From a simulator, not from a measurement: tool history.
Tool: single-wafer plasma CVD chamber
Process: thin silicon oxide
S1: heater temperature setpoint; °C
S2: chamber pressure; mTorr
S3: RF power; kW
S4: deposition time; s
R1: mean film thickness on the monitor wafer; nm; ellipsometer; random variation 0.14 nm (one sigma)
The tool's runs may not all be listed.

run	hour	S1	S2	S3	S4	R1
1	0.0	395	902	0.335	14.5	28.646
2	0.9	390	902	0.335	14.5	28.788
3	9.7	390	887	0.335	14.5	28.256
4	16.9	390	876	0.335	14.5	28.193
5	25.0	400	876	0.335	14.5	27.856
6	28.9	400	876	0.335	14.5	27.917
7	36.6	400	866	0.335	14.5	27.727
8	44.5	400	857	0.335	14.5	27.753

Forecast run 9:
9	51.2	400	846	0.335	14.5	?

R1: 27.266 nm
